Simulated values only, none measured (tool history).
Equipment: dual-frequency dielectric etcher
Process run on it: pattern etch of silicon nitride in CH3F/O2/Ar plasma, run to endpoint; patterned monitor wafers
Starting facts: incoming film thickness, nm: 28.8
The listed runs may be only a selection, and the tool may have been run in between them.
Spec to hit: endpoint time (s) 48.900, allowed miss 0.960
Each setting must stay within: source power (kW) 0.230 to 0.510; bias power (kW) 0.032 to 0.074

run,day,source power (kW),bias power (kW),endpoint time (s)
1,0.000,0.370,0.053,43.949
2,0.046,0.350,0.052,44.787
3,0.138,0.350,0.061,42.082
4,0.462,0.320,0.059,43.694
5,0.517,0.320,0.055,44.662
6,0.729,0.300,0.053,46.347
7,0.996,0.290,0.052,46.820
8,1.250,0.240,0.050,49.944

Exercise: of the 4 proposed moves below, exactly one satisfies all targets within the stated allowed misses. Which move is it?
A,1.504,0.260,0.059,?
B,1.504,0.260,0.050,?
C,1.504,0.230,0.047,?
D,1.504,0.260,0.056,?

move,endpoint time (s)
A,46.071
B,49.156
C,51.970
D,47.027
A: moves the result that the last run missed by most past its target, out the other side
B: all results land within tolerance of their targets
C: the biggest miss grows against the last run
D: moves the result that the last run missed by most past its target, out the other side
Answer: B

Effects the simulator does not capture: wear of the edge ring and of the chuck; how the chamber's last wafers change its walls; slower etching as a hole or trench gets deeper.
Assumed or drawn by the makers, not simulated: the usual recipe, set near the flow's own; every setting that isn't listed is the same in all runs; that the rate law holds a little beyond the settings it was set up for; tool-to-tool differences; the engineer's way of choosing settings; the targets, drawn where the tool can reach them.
